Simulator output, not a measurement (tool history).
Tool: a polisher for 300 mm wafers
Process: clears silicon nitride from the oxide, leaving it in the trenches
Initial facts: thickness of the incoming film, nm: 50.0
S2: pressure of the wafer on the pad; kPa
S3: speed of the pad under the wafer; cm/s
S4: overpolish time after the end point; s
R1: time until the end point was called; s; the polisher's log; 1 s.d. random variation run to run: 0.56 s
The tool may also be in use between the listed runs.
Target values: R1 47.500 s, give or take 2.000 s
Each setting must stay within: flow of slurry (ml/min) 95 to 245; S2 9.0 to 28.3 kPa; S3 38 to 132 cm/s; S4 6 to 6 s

{"run": 1, "hour": 0.0, "flow of slurry (ml/min)": 155, "S2": 18.6, "S3": 84, "S4": 6, "R1": 54.035}
{"run": 2, "hour": 4.4, "flow of slurry (ml/min)": 160, "S2": 19.3, "S3": 84, "S4": 6, "R1": 51.69}
{"run": 3, "hour": 9.3, "flow of slurry (ml/min)": 120, "S2": 19.3, "S3": 84, "S4": 6, "R1": 53.987}
{"run": 4, "hour": 14.3, "flow of slurry (ml/min)": 150, "S2": 19.3, "S3": 84, "S4": 6, "R1": 52.213}
{"run": 5, "hour": 17.4, "flow of slurry (ml/min)": 115, "S2": 19.3, "S3": 84, "S4": 6, "R1": 54.983}
{"run": 6, "hour": 21.6, "flow of slurry (ml/min)": 120, "S2": 20.0, "S3": 84, "S4": 6, "R1": 52.41}
{"run": 7, "hour": 30.2, "flow of slurry (ml/min)": 125, "S2": 20.0, "S3": 84, "S4": 6, "R1": 52.232}
{"run": 8, "hour": 34.6, "flow of slurry (ml/min)": 130, "S2": 20.0, "S3": 84, "S4": 6, "R1": 52.174}

4 next moves are on the table. One of them brings every result within its allowed miss. Which?
{"run": "A", "hour": 39.0, "flow of slurry (ml/min)": 95, "S2": 23.4, "S3": 82, "S4": 6, "R1": "?"}
{"run": "B", "hour": 39.0, "flow of slurry (ml/min)": 120, "S2": 22.8, "S3": 98, "S4": 6, "R1": "?"}
{"run": "C", "hour": 39.0, "flow of slurry (ml/min)": 125, "S2": 17.9, "S3": 78, "S4": 6, "R1": "?"}
{"run": "D", "hour": 39.0, "flow of slurry (ml/min)": 140, "S2": 18.6, "S3": 118, "S4": 6, "R1": "?"}

move=A R1=47.948
move=B R1=42.213
move=C R1=60.519
move=D R1=42.752
A: meets every target
B: takes the biggest miss from the last run beyond its target
C: the biggest miss grows against the last run
D: takes the biggest miss from the last run beyond its target
Move A is the one to make.

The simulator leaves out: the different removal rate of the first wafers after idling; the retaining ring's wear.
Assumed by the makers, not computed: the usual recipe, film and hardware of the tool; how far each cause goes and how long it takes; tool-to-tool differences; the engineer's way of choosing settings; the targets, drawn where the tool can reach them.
